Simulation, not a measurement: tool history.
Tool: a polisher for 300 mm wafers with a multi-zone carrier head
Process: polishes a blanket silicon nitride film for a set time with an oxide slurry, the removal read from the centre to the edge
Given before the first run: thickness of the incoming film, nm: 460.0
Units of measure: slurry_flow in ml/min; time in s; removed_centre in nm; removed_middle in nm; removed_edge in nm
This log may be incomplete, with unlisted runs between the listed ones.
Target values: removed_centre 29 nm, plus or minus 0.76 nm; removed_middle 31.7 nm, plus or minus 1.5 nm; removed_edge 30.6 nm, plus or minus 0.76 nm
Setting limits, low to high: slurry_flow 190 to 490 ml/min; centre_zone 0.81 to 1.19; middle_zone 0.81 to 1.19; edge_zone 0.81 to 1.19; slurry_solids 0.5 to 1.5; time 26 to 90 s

Run 1, hour 0: slurry_flow 315 ml/min, centre_zone 1, middle_zone 1, edge_zone 1, slurry_solids 1, time 58 s. Result: removed_centre 39.693 nm, removed_middle 37.483 nm, removed_edge 38.316 nm.
Run 2, hour 0.7: slurry_flow 315 ml/min, centre_zone 1.06, middle_zone 1, edge_zone 1, slurry_solids 1, time 58 s. Result: removed_centre 41.464 nm, removed_middle 38.409 nm, removed_edge 37.995 nm.
Run 3, hour 4.5: slurry_flow 315 ml/min, centre_zone 1.06, middle_zone 1, edge_zone 1.04, slurry_solids 1, time 58 s. Result: removed_centre 41.182 nm, removed_middle 37.786 nm, removed_edge 38.786 nm.
Run 4, hour 6.1: slurry_flow 315 ml/min, centre_zone 0.98, middle_zone 1, edge_zone 1.04, slurry_solids 1, time 58 s. Result: removed_centre 38.686 nm, removed_middle 39.002 nm, removed_edge 38.851 nm.
Run 5, hour 13.7: slurry_flow 315 ml/min, centre_zone 0.98, middle_zone 1, edge_zone 1.11, slurry_solids 1, time 58 s. Result: removed_centre 38.443 nm, removed_middle 38.818 nm, removed_edge 40.208 nm.
Run 6, hour 15.7: slurry_flow 310 ml/min, centre_zone 0.97, middle_zone 1, edge_zone 1.09, slurry_solids 0.95, time 58 s. Result: removed_centre 37.441 nm, removed_middle 36.84 nm, removed_edge 38.718 nm.
At hour 21.9: edge zone pressure recalibrated.
Run 7, hour 21.9: slurry_flow 295 ml/min, centre_zone 0.87, middle_zone 1.1, edge_zone 0.99, slurry_solids 0.7, time 57 s. Result: removed_centre 27.65 nm, removed_middle 32.426 nm, removed_edge 31.353 nm.
Run 8, hour 29.5: slurry_flow 295 ml/min, centre_zone 0.88, middle_zone 1.1, edge_zone 0.98, slurry_solids 0.7, time 57 s. Result: removed_centre 28.096 nm, removed_middle 32.289 nm, removed_edge 30.489 nm.

Which of these 4 next moves meets every target?
Run A, hour 37.1: slurry_flow 190 ml/min, centre_zone 0.9, middle_zone 1.1, edge_zone 1.01, slurry_solids 0.6, time 66 s. Result: removed_centre ?, removed_middle ?, removed_edge ?.
Run B, hour 37.1: slurry_flow 325 ml/min, centre_zone 0.92, middle_zone 1.07, edge_zone 0.98, slurry_solids 0.65, time 59 s. Result: removed_centre ?, removed_middle ?, removed_edge ?.
Run C, hour 37.1: slurry_flow 310 ml/min, centre_zone 0.9, middle_zone 1.07, edge_zone 0.95, slurry_solids 0.75, time 51 s. Result: removed_centre ?, removed_middle ?, removed_edge ?.
Run D, hour 37.1: slurry_flow 400 ml/min, centre_zone 0.87, middle_zone 1.19, edge_zone 1.04, slurry_solids 0.6, time 59 s. Result: removed_centre ?, removed_middle ?, removed_edge ?.

move  removed_centre  removed_middle  removed_edge
   A          27.516          31.951        31.096
   B          28.811          31.983        30.766
   C          26.762          30.268        28.794
   D          26.521          33.036        30.121
A: lands further from the targets than the last run did
B: all results land within tolerance of their targets
C: lands further from the targets than the last run did
D: lands further from the targets than the last run did
So the answer is move B, the one that meets all the targets.
